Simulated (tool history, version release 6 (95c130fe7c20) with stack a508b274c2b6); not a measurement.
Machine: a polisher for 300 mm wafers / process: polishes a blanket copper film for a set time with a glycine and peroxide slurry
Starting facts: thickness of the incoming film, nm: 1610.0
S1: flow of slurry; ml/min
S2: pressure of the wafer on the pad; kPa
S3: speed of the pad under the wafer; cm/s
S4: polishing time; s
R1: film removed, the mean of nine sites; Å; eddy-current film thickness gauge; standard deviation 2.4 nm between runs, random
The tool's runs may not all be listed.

| run | day | S1 | S2 | S3 | S4 | R1 |
|---|---|---|---|---|---|---|
| 1 | 0.000 | 140 | 23.4 | 106 | 47 | 2749.1 |
| 2 | 0.296 | 150 | 24.1 | 106 | 47 | 2813.7 |
| 3 | 0.483 | 150 | 25.5 | 106 | 47 | 2904.7 |
| 4 | 0.721 | 150 | 25.5 | 106 | 42 | 2606.1 |
| 5 | 0.812 | 135 | 25.5 | 106 | 42 | 2518.3 |
| 6 | 1.025 | 115 | 25.5 | 106 | 42 | 2454.7 |
| 7 | 1.254 | 140 | 26.9 | 106 | 42 | 2682.0 |
| 8 | 1.471 | 160 | 27.6 | 106 | 42 | 2777.6 |

Predict the results of run 9:
| 9 | 1.621 | 170 | 32.4 | 106 | 42 | ? |

For run 9 the tool returned R1 3160.9 Å.

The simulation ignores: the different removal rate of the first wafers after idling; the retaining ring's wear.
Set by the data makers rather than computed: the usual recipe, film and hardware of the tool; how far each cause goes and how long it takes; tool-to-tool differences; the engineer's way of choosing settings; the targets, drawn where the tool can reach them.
